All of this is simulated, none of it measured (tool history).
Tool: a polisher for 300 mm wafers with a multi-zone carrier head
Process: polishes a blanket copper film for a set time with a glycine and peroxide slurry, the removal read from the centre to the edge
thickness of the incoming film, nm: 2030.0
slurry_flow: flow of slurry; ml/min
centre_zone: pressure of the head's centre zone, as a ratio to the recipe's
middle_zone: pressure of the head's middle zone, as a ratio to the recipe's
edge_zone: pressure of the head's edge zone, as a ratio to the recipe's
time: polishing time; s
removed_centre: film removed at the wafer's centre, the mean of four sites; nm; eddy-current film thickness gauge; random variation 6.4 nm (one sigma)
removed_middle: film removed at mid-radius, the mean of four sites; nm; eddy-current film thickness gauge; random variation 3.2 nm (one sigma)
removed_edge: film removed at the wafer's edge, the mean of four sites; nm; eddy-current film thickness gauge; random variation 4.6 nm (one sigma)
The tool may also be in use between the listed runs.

| run | hour | slurry_flow | centre_zone | middle_zone | edge_zone | time | removed_centre | removed_middle | removed_edge |
|---|---|---|---|---|---|---|---|---|---|
| 1 | 0.0 | 220 | 1.00 | 1.00 | 1.00 | 88 | 385.76 | 368.16 | 379.78 |
| 2 | 6.5 | 220 | 1.00 | 1.00 | 1.00 | 71 | 304.34 | 298.87 | 309.17 |
| 3 | 8.7 | 265 | 1.00 | 1.00 | 1.00 | 71 | 311.72 | 304.02 | 314.40 |
| 4 | 15.8 | 270 | 1.03 | 1.02 | 1.05 | 83 | 387.33 | 361.96 | 377.26 |
| 5 | 20.7 | 270 | 1.03 | 1.02 | 1.01 | 83 | 380.50 | 364.57 | 373.57 |
| 6 | 22.8 | 270 | 0.99 | 1.02 | 1.01 | 83 | 367.61 | 361.13 | 372.15 |
| 7 | 24.0 | 285 | 1.02 | 1.04 | 1.06 | 89 | 404.99 | 398.78 | 410.36 |
| 8 | 31.6 | 295 | 1.05 | 1.04 | 1.09 | 94 | 434.71 | 418.25 | 440.75 |
| 9 | 38.7 | 300 | 1.09 | 1.05 | 1.11 | 98 | 480.20 | 437.32 | 462.42 |
| 10 | 41.6 | 300 | 1.09 | 1.05 | 1.11 | 98 | 472.15 | 443.13 | 463.37 |
| 11 | 50.2 | 305 | 1.11 | 1.05 | 1.13 | 101 | 508.29 | 456.51 | 483.75 |
| 12 | 58.3 | 310 | 1.12 | 1.06 | 1.15 | 103 | 512.34 | 466.20 | 493.77 |
| 13 | 61.7 | 315 | 1.13 | 1.06 | 1.16 | 105 | 536.73 | 471.68 | 508.64 |

The next listed run, before its measurement:
| 14 | 70.4 | 320 | 1.13 | 1.07 | 1.17 | 106 | ? | ? | ? |

{"run 14": {"removed_centre": 536.82, "removed_middle": 478.09, "removed_edge": 507.18}}
